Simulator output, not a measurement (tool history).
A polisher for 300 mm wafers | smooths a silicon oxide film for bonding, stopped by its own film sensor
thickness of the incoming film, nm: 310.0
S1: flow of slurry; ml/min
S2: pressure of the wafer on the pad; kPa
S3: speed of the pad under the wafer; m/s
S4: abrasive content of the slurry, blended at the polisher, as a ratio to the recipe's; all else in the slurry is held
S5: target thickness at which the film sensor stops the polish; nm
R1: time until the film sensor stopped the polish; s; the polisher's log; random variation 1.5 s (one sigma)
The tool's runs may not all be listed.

{"run": 1, "hour": 0.0, "S1": 290, "S2": 11.7, "S3": 0.86, "S4": 1, "S5": 251, "R1": 110.95}
{"run": 2, "hour": 2.7, "S1": 335, "S2": 11.7, "S3": 0.86, "S4": 1, "S5": 251, "R1": 108.78}
{"run": 3, "hour": 6.0, "S1": 335, "S2": 11.7, "S3": 0.86, "S4": 1, "S5": 249, "R1": 113.24}
{"run": 4, "hour": 7.6, "S1": 335, "S2": 11.7, "S3": 0.86, "S4": 1.1, "S5": 249, "R1": 107.37}
{"run": 5, "hour": 13.0, "S1": 330, "S2": 11, "S3": 0.86, "S4": 1.1, "S5": 249, "R1": 113.29}
{"run": 6, "hour": 19.4, "S1": 330, "S2": 11, "S3": 0.86, "S4": 0.95, "S5": 249, "R1": 121.47}

The next listed run, before its measurement:
{"run": 7, "hour": 27.2, "S1": 325, "S2": 10.3, "S3": 0.86, "S4": 0.95, "S5": 249, "R1": "?"}

{"run 7": {"R1": 128.63}}
